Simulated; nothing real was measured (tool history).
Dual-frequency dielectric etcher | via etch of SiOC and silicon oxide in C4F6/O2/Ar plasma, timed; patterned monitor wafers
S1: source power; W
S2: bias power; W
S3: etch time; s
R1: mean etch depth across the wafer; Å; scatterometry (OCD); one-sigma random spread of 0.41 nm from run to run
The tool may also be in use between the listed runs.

run  hour   S1   S2  S3      R1
  1     0  390  189  45  554.46
  2   5.3  400  191  45  555.26
  3   6.8  430  191  45  569.62
  4   9.9  430  191  41  521.61
  5  14.3  430  222  41  551.21
  6  21.9  430  222  45  591.39
  7    27  440  224  45  602.11
  8  33.4  440  225  45  602.85

Run 9 comes next. What will it give?
  9  39.1  440  226  45   ?

R1: 606.46 Å
